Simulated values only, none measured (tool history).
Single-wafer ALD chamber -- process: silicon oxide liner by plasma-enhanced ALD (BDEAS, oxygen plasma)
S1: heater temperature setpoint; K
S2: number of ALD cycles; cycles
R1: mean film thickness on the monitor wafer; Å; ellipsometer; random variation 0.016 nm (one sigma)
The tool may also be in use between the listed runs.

Run 1, day 0: S1 588.15 K, S2 73 cycles. Result: R1 63.28 Å.
Run 2, day 0.312: S1 589.15 K, S2 70 cycles. Result: R1 60.555 Å.
Run 3, day 0.6: S1 589.15 K, S2 80 cycles. Result: R1 68.885 Å.
Run 4, day 0.675: S1 589.15 K, S2 73 cycles. Result: R1 63.003 Å.
Run 5, day 1.004: S1 591.15 K, S2 70 cycles. Result: R1 60.236 Å.
Run 6, day 1.329: S1 581.15 K, S2 70 cycles. Result: R1 61.785 Å.
Run 7, day 1.533: S1 584.15 K, S2 68 cycles. Result: R1 59.405 Å.
Run 8, day 1.571: S1 586.15 K, S2 66 cycles. Result: R1 57.379 Å.
Run 9, day 1.683: S1 589.15 K, S2 65 cycles. Result: R1 56.076 Å.
Run 10, day 1.762: S1 592.15 K, S2 64 cycles. Result: R1 54.999 Å.
Run 11, day 2: S1 594.15 K, S2 63 cycles. Result: R1 54.31 Å.
Run 12, day 2.075: S1 595.15 K, S2 57 cycles. Result: R1 49.08 Å.

What does the tool deliver on the next run?
Run 13, day 2.321: S1 594.15 K, S2 57 cycles. Result: R1 ?.

{"run 13": {"R1": 48.944}}

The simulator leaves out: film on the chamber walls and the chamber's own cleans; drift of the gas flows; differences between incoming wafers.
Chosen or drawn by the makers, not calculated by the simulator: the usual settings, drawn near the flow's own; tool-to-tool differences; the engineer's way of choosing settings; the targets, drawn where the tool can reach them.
